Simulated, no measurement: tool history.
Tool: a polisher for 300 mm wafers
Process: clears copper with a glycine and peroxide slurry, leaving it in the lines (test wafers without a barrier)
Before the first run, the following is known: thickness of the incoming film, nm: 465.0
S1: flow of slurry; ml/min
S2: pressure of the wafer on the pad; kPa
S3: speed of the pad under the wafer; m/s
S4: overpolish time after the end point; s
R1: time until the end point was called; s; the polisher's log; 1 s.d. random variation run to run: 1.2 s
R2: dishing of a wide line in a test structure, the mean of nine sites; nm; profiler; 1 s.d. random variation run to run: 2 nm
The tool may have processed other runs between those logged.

{"run": 1, "day": 0.0, "S1": 150, "S2": 17.2, "S3": 0.8, "S4": 26, "R1": 111.75, "R2": 66.998}
{"run": 2, "day": 0.262, "S1": 150, "S2": 17.2, "S3": 0.98, "S4": 26, "R1": 95.705, "R2": 74.938}
{"run": 3, "day": 0.358, "S1": 150, "S2": 17.2, "S3": 0.98, "S4": 29, "R1": 95.045, "R2": 82.651}
{"run": 4, "day": 0.721, "S1": 150, "S2": 17.2, "S3": 0.98, "S4": 31, "R1": 95.441, "R2": 84.862}
{"run": 5, "day": 1.033, "S1": 150, "S2": 13.1, "S3": 0.98, "S4": 31, "R1": 117.69, "R2": 71.0}
{"run": 6, "day": 1.329, "S1": 150, "S2": 13.1, "S3": 0.8, "S4": 31, "R1": 140.09, "R2": 66.261}
{"run": 7, "day": 1.596, "S1": 155, "S2": 14.5, "S3": 0.8, "S4": 32, "R1": 128.57, "R2": 69.53}
{"run": 8, "day": 1.629, "S1": 155, "S2": 15.9, "S3": 0.8, "S4": 34, "R1": 118.93, "R2": 78.165}
{"run": 9, "day": 1.983, "S1": 155, "S2": 16.5, "S3": 0.8, "S4": 36, "R1": 114.85, "R2": 80.574}

Expected results for the next run?
{"run": 10, "day": 2.342, "S1": 155, "S2": 17.2, "S3": 0.8, "S4": 38, "R1": "?", "R2": "?"}

{"run 10": {"R1": 111.91, "R2": 89.475}}
